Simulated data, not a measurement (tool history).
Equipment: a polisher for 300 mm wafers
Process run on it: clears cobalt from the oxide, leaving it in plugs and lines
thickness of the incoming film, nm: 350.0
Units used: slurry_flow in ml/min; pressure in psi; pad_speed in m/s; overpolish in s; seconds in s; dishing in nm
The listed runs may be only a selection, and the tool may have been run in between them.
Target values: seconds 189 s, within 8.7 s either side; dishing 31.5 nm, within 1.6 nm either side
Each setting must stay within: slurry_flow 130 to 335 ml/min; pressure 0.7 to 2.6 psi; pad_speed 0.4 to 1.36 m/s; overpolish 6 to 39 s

| run | hour | slurry_flow | pressure | pad_speed | overpolish | seconds | dishing |
|---|---|---|---|---|---|---|---|
| 1 | 0 | 215 | 1.6 | 0.88 | 20 | 85.164 | 36.081 |
| 2 | 4.6 | 215 | 1.6 | 0.88 | 15 | 85.138 | 32.727 |
| 3 | 7.5 | 215 | 1.5 | 0.86 | 16 | 89.401 | 33.463 |
| 4 | 11.3 | 215 | 1.5 | 0.86 | 9 | 90.069 | 24.835 |
| 5 | 15.4 | 215 | 1.4 | 0.82 | 11 | 100.27 | 26.127 |
| 6 | 19.7 | 215 | 1.2 | 0.82 | 11 | 112.81 | 24.758 |
| 7 | 21.2 | 215 | 1.1 | 0.8 | 13 | 123.16 | 25.862 |
| 8 | 25.3 | 210 | 0.7 | 0.62 | 23 | 207 | 26.75 |
| 9 | 27.3 | 210 | 0.7 | 0.62 | 24 | 208.03 | 27.028 |
| 10 | 30.6 | 210 | 0.7 | 0.62 | 25 | 209.78 | 27.904 |

Of the 5 settings listed for the next run, only one would bring every result within its allowed miss of target. Which one?
| A | 33.9 | 205 | 1 | 0.6 | 27 | ? | ? |
| B | 33.9 | 200 | 0.7 | 0.56 | 27 | ? | ? |
| C | 33.9 | 205 | 0.9 | 0.66 | 36 | ? | ? |
| D | 33.9 | 240 | 1 | 0.54 | 29 | ? | ? |
| E | 33.9 | 165 | 1 | 0.46 | 22 | ? | ? |

| move | seconds | dishing |
|---|---|---|
| A | 168.58 | 31.325 |
| B | 226.43 | 27.345 |
| C | 165.01 | 35.038 |
| D | 183.52 | 31.231 |
| E | 222.27 | 24.527 |
A: takes the biggest miss from the last run beyond its target
B: further off than the last run
C: takes the biggest miss from the last run beyond its target
D: each result inside its tolerance
E: further off than the last run
Move D is the one to make.
